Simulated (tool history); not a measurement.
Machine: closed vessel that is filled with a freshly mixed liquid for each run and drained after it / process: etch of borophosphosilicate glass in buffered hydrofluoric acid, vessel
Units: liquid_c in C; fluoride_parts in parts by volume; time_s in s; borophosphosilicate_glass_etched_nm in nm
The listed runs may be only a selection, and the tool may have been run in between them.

run,hour,liquid_c,fluoride_parts,time_s,borophosphosilicate_glass_etched_nm
1,0,21,21,105,127.68
2,4.1,22.5,19.5,105,146.84
3,7.1,22.5,14,105,203.43
4,14.2,22.5,14,115,223
5,18.3,22.5,16.5,115,188.67
6,25.1,24,16,115,212.2

Run 7 comes next. What will it give?
7,29.1,25,16,115,?

borophosphosilicate_glass_etched_nm: 223.91 nm
